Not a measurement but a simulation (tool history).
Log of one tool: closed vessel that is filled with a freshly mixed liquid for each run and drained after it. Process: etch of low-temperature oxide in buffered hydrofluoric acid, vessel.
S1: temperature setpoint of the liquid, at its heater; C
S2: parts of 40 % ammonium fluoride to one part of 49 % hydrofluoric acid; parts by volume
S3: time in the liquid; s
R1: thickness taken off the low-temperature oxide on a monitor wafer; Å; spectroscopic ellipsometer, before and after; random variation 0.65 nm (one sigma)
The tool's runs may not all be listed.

run,hour,S1,S2,S3,R1
1,0,22,12,90,1361.8
2,3.7,21,12.5,90,1238.8
3,12.5,20.5,13,90,1167.9
4,20.7,20,13.5,90,1079.1
5,28.4,19.5,14,90,1012.6
6,35.2,19.5,14,100,1110.8
7,42.9,19,14.5,100,1067.8
8,44.3,19,14.5,100,1052.9

Run 9 comes next. What will it give?
9,52.9,19,14.5,100,?

Run 9 gave R1 1055 Å.

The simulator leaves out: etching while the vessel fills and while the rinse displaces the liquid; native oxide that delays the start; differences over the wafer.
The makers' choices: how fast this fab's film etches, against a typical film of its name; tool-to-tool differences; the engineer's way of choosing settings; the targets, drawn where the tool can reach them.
